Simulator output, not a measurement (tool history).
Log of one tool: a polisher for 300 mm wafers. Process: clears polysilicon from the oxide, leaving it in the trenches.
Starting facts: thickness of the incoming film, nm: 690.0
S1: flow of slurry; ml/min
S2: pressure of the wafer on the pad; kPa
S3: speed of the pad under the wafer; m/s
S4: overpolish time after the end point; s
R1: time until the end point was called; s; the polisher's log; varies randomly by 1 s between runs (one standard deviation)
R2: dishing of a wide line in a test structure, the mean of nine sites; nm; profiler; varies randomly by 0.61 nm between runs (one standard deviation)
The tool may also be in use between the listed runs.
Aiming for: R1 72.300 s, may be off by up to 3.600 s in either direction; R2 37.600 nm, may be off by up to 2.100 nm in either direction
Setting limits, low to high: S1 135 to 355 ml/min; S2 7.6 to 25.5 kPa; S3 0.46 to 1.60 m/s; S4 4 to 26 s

run,hour,S1,S2,S3,S4,R1,R2
1,0.0,225,16.5,1.02,13,45.373,72.610
2,7.6,225,16.5,0.80,13,60.466,64.229
3,9.1,245,17.2,0.68,10,64.801,54.963
4,15.9,280,17.2,0.60,8,72.192,46.531
5,24.5,300,17.2,0.60,7,73.568,42.084
6,33.4,300,14.5,0.60,7,84.999,37.621
7,34.9,305,15.2,0.62,6,79.884,34.429
8,35.5,295,15.9,0.62,6,76.244,36.198
9,43.2,290,15.9,0.62,6,75.973,34.981

Which of these 4 next moves meets every target?
A,50.9,215,18.6,0.50,7,?,?
B,50.9,220,15.2,0.62,7,?,?
C,50.9,275,17.2,0.60,5,?,?
D,50.9,350,13.8,0.74,6,?,?

move,R1,R2
A,84.071,37.781
B,83.433,37.992
C,74.232,32.186
D,73.850,37.106
A: the furthest-off result lands on target, but another misses its tolerance
B: the furthest-off result lands on target, but another misses its tolerance
C: the biggest miss grows against the last run
D: every result lands within tolerance
D meets every target.

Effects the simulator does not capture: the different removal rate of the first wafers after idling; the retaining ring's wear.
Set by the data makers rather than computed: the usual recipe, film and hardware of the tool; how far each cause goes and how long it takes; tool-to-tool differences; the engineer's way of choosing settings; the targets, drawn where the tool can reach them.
